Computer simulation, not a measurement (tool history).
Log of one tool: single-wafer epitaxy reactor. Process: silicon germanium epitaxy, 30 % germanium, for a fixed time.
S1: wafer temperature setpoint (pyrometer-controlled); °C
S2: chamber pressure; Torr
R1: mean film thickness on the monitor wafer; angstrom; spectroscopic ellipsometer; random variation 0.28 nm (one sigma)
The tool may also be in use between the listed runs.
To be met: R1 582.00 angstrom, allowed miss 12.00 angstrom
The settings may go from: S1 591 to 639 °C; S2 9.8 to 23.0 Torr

| run | hour | S1 | S2 | R1 |
|---|---|---|---|---|
| 1 | 0.0 | 615 | 16.4 | 744.44 |
| 2 | 8.7 | 615 | 17.8 | 773.63 |
| 3 | 13.0 | 615 | 16.7 | 752.15 |
| 4 | 21.9 | 615 | 14.1 | 681.11 |
| 5 | 25.6 | 612 | 14.1 | 646.77 |
| 6 | 31.1 | 612 | 16.7 | 707.10 |
| 7 | 39.1 | 609 | 16.7 | 672.10 |
| 8 | 47.7 | 607 | 16.7 | 644.52 |
| 9 | 52.5 | 605 | 16.7 | 619.17 |
| 10 | 58.9 | 604 | 16.7 | 606.27 |
| 11 | 64.4 | 604 | 16.7 | 607.94 |

Which of these 5 next moves meets every target?
| A | 69.9 | 605 | 16.1 | ? |
| B | 69.9 | 598 | 21.0 | ? |
| C | 69.9 | 606 | 13.9 | ? |
| D | 69.9 | 600 | 16.2 | ? |
| E | 69.9 | 597 | 17.4 | ? |

| move | R1 |
|---|---|
| A | 610.31 |
| B | 607.46 |
| C | 576.99 |
| D | 556.51 |
| E | 544.22 |
A: further off than the last run
B: as far off as the last run
C: meets every target
D: takes the result that was furthest off past its target
E: takes the result that was furthest off past its target
Answer: C
